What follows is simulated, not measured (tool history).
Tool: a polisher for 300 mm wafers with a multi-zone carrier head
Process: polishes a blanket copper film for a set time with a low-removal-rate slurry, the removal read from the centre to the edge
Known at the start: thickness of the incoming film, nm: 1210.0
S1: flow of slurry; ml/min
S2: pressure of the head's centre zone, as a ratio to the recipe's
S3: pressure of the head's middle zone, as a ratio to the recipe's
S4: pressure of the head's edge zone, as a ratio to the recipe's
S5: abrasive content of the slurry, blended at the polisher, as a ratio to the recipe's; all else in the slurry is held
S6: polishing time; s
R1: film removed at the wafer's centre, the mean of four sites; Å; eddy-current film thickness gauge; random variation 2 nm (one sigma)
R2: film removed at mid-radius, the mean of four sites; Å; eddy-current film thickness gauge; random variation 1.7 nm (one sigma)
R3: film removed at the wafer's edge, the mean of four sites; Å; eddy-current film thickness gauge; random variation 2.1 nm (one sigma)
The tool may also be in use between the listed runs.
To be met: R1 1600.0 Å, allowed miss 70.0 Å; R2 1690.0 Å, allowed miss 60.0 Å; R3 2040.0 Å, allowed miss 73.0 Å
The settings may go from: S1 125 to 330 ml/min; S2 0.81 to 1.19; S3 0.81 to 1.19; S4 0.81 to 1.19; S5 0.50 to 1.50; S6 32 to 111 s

run,hour,S1,S2,S3,S4,S5,S6,R1,R2,R3
1,0.0,210,1.00,1.00,1.00,1.00,71,1542.5,1554.5,1586.7
2,5.9,215,0.98,0.99,1.04,1.10,72,1528.7,1595.6,1670.8
3,7.8,220,0.98,0.97,1.07,1.15,73,1583.9,1623.7,1741.0
4,14.1,220,0.97,0.95,1.09,1.20,74,1638.6,1647.6,1807.0
5,18.3,220,1.01,0.95,1.09,1.20,74,1668.3,1636.6,1834.8
6,23.2,220,1.01,0.95,1.09,1.05,74,1675.5,1611.4,1756.3
7,24.2,220,0.99,0.94,1.11,1.15,74,1625.9,1600.6,1788.4
8,30.0,220,0.98,0.93,1.13,1.20,74,1637.5,1628.7,1830.6
9,35.4,215,0.96,0.92,1.14,1.25,75,1606.9,1637.1,1912.5
# hour 39.8: slurry nozzle cleaned
10,39.8,215,0.96,0.92,1.15,1.30,75,1711.8,1669.1,1938.0
11,47.9,215,0.94,0.91,1.16,1.30,75,1674.7,1655.4,1965.1
12,53.4,215,0.92,0.91,1.17,1.30,75,1638.8,1664.8,1967.7
13,58.8,215,0.91,0.91,1.17,1.30,75,1590.0,1673.0,1938.3

4 next moves are on the table. One of them brings every result within its allowed miss. Which?
A,64.2,210,0.93,0.98,1.16,1.40,72,?,?,?
B,64.2,200,0.88,0.89,1.18,1.30,78,?,?,?
C,64.2,180,0.86,0.81,1.19,1.40,82,?,?,?
D,64.2,225,0.93,0.97,1.11,1.25,72,?,?,?

move,R1,R2,R3
A,1602.3,1678.7,1908.0
B,1603.8,1641.9,2046.3
C,1642.2,1596.5,2170.5
D,1581.7,1641.3,1835.5
A: further off than the last run
B: meets every target
C: takes the result that was furthest off past its target
D: further off than the last run
The right move is B.
